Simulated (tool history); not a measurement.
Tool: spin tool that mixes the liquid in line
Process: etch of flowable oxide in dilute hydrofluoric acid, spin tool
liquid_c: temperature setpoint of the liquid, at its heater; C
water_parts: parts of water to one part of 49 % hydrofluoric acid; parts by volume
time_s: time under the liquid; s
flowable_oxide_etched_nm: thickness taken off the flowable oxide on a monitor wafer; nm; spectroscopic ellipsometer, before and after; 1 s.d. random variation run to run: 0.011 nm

{"run": 1, "hour": 0.0, "liquid_c": 25.0, "water_parts": 210, "time_s": 15, "flowable_oxide_etched_nm": 2.8816}
{"run": 2, "hour": 7.8, "liquid_c": 23.5, "water_parts": 215, "time_s": 15, "flowable_oxide_etched_nm": 2.6395}
{"run": 3, "hour": 15.6, "liquid_c": 23.5, "water_parts": 215, "time_s": 15, "flowable_oxide_etched_nm": 2.6888}
{"run": 4, "hour": 23.2, "liquid_c": 23.5, "water_parts": 140, "time_s": 15, "flowable_oxide_etched_nm": 4.4392}
{"run": 5, "hour": 32.0, "liquid_c": 25.5, "water_parts": 140, "time_s": 15, "flowable_oxide_etched_nm": 4.8085}
{"run": 6, "hour": 35.0, "liquid_c": 25.5, "water_parts": 70, "time_s": 15, "flowable_oxide_etched_nm": 10.433}
{"run": 7, "hour": 42.2, "liquid_c": 24.0, "water_parts": 95, "time_s": 15, "flowable_oxide_etched_nm": 6.9813}
{"run": 8, "hour": 44.9, "liquid_c": 22.5, "water_parts": 115, "time_s": 15, "flowable_oxide_etched_nm": 5.3303}
{"run": 9, "hour": 53.6, "liquid_c": 21.5, "water_parts": 130, "time_s": 15, "flowable_oxide_etched_nm": 4.448}
{"run": 10, "hour": 55.2, "liquid_c": 20.5, "water_parts": 145, "time_s": 15, "flowable_oxide_etched_nm": 3.7982}
{"run": 11, "hour": 61.3, "liquid_c": 20.0, "water_parts": 155, "time_s": 15, "flowable_oxide_etched_nm": 3.4458}
{"run": 12, "hour": 69.4, "liquid_c": 19.5, "water_parts": 165, "time_s": 15, "flowable_oxide_etched_nm": 3.1541}
{"run": 13, "hour": 72.3, "liquid_c": 19.0, "water_parts": 175, "time_s": 15, "flowable_oxide_etched_nm": 2.8896}

Predict the results of run 14:
{"run": 14, "hour": 79.8, "liquid_c": 18.5, "water_parts": 185, "time_s": 15, "flowable_oxide_etched_nm": "?"}

flowable_oxide_etched_nm: 2.6404 nm

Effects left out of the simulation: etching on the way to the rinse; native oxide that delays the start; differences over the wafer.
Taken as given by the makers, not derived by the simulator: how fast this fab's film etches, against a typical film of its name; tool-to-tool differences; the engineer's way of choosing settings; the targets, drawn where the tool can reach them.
